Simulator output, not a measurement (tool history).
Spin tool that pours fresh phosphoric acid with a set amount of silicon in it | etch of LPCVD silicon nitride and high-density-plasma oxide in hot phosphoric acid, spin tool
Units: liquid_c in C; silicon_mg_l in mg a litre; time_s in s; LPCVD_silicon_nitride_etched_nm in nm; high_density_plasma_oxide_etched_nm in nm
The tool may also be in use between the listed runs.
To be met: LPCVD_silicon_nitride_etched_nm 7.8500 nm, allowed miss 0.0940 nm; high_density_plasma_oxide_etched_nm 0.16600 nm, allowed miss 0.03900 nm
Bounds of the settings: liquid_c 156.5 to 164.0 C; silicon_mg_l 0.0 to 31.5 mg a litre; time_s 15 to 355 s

| run | day | liquid_c | silicon_mg_l | time_s | LPCVD_silicon_nitride_etched_nm | high_density_plasma_oxide_etched_nm |
|---|---|---|---|---|---|---|
| 1 | 0.000 | 159.0 | 14.0 | 180 | 16.4970 | 0.32143 |
| 2 | 0.025 | 158.0 | 11.5 | 140 | 12.3900 | 0.26037 |
| 3 | 0.067 | 157.5 | 11.5 | 115 | 10.0450 | 0.21859 |
| 4 | 0.200 | 159.0 | 11.5 | 115 | 10.5350 | 0.22245 |
| 5 | 0.271 | 159.0 | 11.5 | 60 | 5.5117 | 0.10427 |
| 6 | 0.362 | 158.0 | 11.5 | 60 | 5.3298 | 0.12398 |
| 7 | 0.525 | 159.5 | 7.5 | 65 | 6.0249 | 0.13973 |
| 8 | 0.658 | 160.0 | 7.5 | 75 | 7.1074 | 0.16464 |
| 9 | 0.942 | 161.0 | 7.5 | 75 | 7.3466 | 0.19627 |
| 10 | 1.179 | 162.5 | 16.5 | 80 | 8.2269 | 0.16008 |
| 11 | 1.333 | 162.0 | 15.5 | 80 | 8.1030 | 0.16587 |
| 12 | 1.375 | 162.0 | 15.0 | 80 | 8.1407 | 0.16400 |
| 13 | 1.679 | 161.5 | 14.5 | 80 | 7.9717 | 0.17955 |

5 next moves are on the table. One of them brings every result within its allowed miss. Which?
| A | 1.983 | 160.0 | 14.0 | 85 | ? | ? |
| B | 1.983 | 162.0 | 26.5 | 80 | ? | ? |
| C | 1.983 | 159.0 | 22.5 | 90 | ? | ? |
| D | 1.983 | 160.0 | 26.5 | 85 | ? | ? |
| E | 1.983 | 163.0 | 17.5 | 75 | ? | ? |

| move | LPCVD_silicon_nitride_etched_nm | high_density_plasma_oxide_etched_nm |
|---|---|---|
| A | 8.0745 | 0.15404 |
| B | 8.1251 | 0.11680 |
| C | 8.2665 | 0.12004 |
| D | 8.0745 | 0.10708 |
| E | 7.8744 | 0.15503 |
A: further off than the last run
B: further off than the last run
C: further off than the last run
D: further off than the last run
E: meets every target
Move E is the one to make.

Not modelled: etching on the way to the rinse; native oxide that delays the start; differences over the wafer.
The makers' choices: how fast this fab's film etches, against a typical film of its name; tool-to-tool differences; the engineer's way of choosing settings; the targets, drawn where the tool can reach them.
